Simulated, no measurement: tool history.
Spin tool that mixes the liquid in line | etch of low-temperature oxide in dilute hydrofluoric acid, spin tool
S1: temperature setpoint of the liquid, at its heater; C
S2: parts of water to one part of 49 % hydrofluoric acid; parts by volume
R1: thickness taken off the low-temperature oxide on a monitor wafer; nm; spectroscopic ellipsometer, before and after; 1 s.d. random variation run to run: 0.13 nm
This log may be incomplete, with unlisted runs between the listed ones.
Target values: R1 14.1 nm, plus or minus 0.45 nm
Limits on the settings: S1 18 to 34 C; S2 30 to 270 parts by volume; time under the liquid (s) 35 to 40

{"run": 1, "hour": 0.0, "S1": 26, "S2": 150, "time under the liquid (s)": 40, "R1": 6.2496}
{"run": 2, "hour": 2.3, "S1": 28, "S2": 150, "time under the liquid (s)": 40, "R1": 6.7778}
{"run": 3, "hour": 10.8, "S1": 29.5, "S2": 130, "time under the liquid (s)": 40, "R1": 8.4161}
{"run": 4, "hour": 12.1, "S1": 29.5, "S2": 110, "time under the liquid (s)": 40, "R1": 10.21}
{"run": 5, "hour": 17.6, "S1": 30.5, "S2": 105, "time under the liquid (s)": 40, "R1": 11.221}
{"run": 6, "hour": 20.8, "S1": 31.5, "S2": 100, "time under the liquid (s)": 40, "R1": 12.355}
{"run": 7, "hour": 26.4, "S1": 32, "S2": 100, "time under the liquid (s)": 40, "R1": 12.609}
{"run": 8, "hour": 34.8, "S1": 32.5, "S2": 100, "time under the liquid (s)": 40, "R1": 12.719}
{"run": 9, "hour": 38.7, "S1": 33, "S2": 100, "time under the liquid (s)": 40, "R1": 12.851}
{"run": 10, "hour": 40.1, "S1": 33.5, "S2": 100, "time under the liquid (s)": 40, "R1": 13.317}

Below are 4 possible settings for the next run. Only one of them brings all results inside the allowed miss of their targets. Which is it?
{"run": "A", "hour": 41.5, "S1": 33, "S2": 90, "time under the liquid (s)": 35, "R1": "?"}
{"run": "B", "hour": 41.5, "S1": 32, "S2": 85, "time under the liquid (s)": 35, "R1": "?"}
{"run": "C", "hour": 41.5, "S1": 34, "S2": 95, "time under the liquid (s)": 40, "R1": "?"}
{"run": "D", "hour": 41.5, "S1": 33.5, "S2": 90, "time under the liquid (s)": 35, "R1": "?"}

move=A R1=12.96
move=B R1=13.325
move=C R1=14.442
move=D R1=13.201
A: misses by more than the last run did
B: just as far off the targets as the last run
C: meets every target
D: misses by more than the last run did
Move C is the one to make.
